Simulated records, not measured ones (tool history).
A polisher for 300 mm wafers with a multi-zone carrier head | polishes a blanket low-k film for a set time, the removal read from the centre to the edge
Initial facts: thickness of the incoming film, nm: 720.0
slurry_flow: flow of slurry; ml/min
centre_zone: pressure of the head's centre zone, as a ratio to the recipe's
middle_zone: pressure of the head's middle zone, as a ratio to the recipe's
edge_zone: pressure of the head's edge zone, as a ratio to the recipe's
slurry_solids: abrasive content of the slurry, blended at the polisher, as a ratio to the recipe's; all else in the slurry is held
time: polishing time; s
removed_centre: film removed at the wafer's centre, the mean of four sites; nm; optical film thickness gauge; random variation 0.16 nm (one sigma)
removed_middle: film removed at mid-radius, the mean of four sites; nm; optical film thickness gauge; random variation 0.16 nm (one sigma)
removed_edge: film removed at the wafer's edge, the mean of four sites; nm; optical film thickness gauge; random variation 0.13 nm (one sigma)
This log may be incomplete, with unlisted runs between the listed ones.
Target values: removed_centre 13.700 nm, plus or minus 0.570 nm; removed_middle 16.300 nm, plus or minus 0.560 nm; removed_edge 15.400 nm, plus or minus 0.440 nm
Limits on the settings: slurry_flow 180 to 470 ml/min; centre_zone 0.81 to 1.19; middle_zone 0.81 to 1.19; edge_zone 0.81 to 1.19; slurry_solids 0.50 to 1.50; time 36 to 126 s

run,hour,slurry_flow,centre_zone,middle_zone,edge_zone,slurry_solids,time,removed_centre,removed_middle,removed_edge
1,0.0,300,1.00,1.00,1.00,1.00,81,24.274,23.696,23.759
2,3.2,300,1.00,0.94,1.00,1.00,81,23.907,22.413,23.887
3,6.9,300,1.00,1.01,1.00,1.00,81,23.690,23.511,23.599
4,11.8,295,0.96,1.01,0.97,0.85,78,20.171,21.000,20.973
5,14.2,295,0.96,1.01,0.94,0.85,78,20.275,21.468,20.423
6,20.4,295,0.96,1.01,0.94,0.85,65,17.168,17.624,17.319
7,27.9,290,0.93,1.00,0.92,0.80,65,15.956,16.768,16.276
8,35.9,250,0.83,1.01,0.91,0.80,65,14.185,17.035,16.354
9,40.4,250,0.83,1.00,0.89,0.80,65,13.945,17.106,16.421
10,41.2,250,0.84,1.00,0.88,0.80,65,14.227,16.777,15.979
11,48.1,245,0.83,1.00,0.87,0.80,65,14.435,16.905,16.258

Which single option among these 5 for the next run brings every result within its allowed miss of target? Just one does.
A,55.0,255,0.85,0.89,0.90,0.95,65,?,?,?
B,55.0,245,0.89,1.03,0.81,0.80,67,?,?,?
C,55.0,295,0.86,1.03,0.92,1.00,55,?,?,?
D,55.0,285,0.89,0.92,0.88,0.80,66,?,?,?
E,55.0,265,0.87,1.05,0.81,0.75,66,?,?,?

move,removed_centre,removed_middle,removed_edge
A,15.490,16.649,17.461
B,15.496,17.961,15.882
C,13.729,16.446,15.345
D,15.455,16.281,16.403
E,14.600,17.586,15.270
A: misses by more than the last run did
B: misses by more than the last run did
C: all results in spec
D: misses by more than the last run did
E: brings the result that was furthest off to its target, and leaves another outside
Go with C: it meets all targets.
